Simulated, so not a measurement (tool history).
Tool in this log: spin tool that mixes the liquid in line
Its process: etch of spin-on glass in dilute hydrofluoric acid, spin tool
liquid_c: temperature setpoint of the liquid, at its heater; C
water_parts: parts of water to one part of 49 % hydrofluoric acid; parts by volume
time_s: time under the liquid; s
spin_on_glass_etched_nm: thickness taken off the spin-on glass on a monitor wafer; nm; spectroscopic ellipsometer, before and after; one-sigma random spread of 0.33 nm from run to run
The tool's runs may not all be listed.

run	hour	liquid_c	water_parts	time_s	spin_on_glass_etched_nm
1	0	24	105	110	41.787
2	5.3	24.5	105	110	42.946
3	9.7	24.5	90	110	51.137
4	15.2	24.5	90	110	50.549
5	18.3	24	90	110	49.446
6	20	24	90	115	52.043
7	23.4	23.5	90	115	51.215
8	24.8	23	90	115	49.591
9	32.3	22.5	90	115	48.779
10	40	22	90	115	48.303
# hour 45.7: hydrofluoric acid flow meter replaced
11	45.7	21.5	90	115	42.607
12	52.3	22	90	115	43.719

Predict the results of run 13:
13	58.1	22.5	90	115	?

{"run 13": {"spin_on_glass_etched_nm": 44.38}}

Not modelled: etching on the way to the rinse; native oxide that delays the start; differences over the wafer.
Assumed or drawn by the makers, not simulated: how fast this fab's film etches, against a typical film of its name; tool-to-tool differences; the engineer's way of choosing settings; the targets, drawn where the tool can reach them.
